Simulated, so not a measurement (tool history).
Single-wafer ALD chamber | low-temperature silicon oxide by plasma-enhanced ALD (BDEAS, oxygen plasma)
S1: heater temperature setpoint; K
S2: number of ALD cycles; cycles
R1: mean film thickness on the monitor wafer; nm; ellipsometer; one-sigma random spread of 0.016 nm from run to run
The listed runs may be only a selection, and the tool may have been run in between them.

| run | hour | S1 | S2 | R1 |
|---|---|---|---|---|
| 1 | 0 | 373.15 | 20 | 2.762 |
| 2 | 1.4 | 364.15 | 20 | 2.8444 |
| 3 | 2.5 | 355.15 | 20 | 2.9334 |
| 4 | 3.6 | 365.15 | 20 | 2.8479 |
| 5 | 6.4 | 363.15 | 20 | 2.8518 |
| 6 | 13.2 | 361.15 | 20 | 2.8954 |
|  | 16 | thermocouple changed; heater temperature recalibrated |
| 7 | 16 | 359.15 | 20 | 2.8626 |

Run 8 comes next. What will it give?
| 8 | 20.3 | 358.15 | 20 | ? |

R1: 2.8603 nm
